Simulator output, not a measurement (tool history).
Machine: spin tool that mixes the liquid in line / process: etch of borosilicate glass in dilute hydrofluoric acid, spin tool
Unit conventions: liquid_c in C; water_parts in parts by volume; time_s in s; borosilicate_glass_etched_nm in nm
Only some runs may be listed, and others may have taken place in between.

run	hour	liquid_c	water_parts	time_s	borosilicate_glass_etched_nm
1	0	23	145	290	37.377
2	7.7	23	145	290	37.19
3	9.2	23	165	290	32.005
4	12.2	23	165	310	34.614
5	15.4	24.5	155	310	39.268
6	19.7	24.5	195	310	29.753
7	28.3	25.5	180	310	33.96
8	36.9	25.5	180	310	33.475
9	43.9	26.5	165	310	39.362
10	51.8	27.5	155	310	43.287

Estimate the outcome of run 11 from the log above:
11	59.2	28	145	310	?

{"run 11": {"borosilicate_glass_etched_nm": 47.543}}
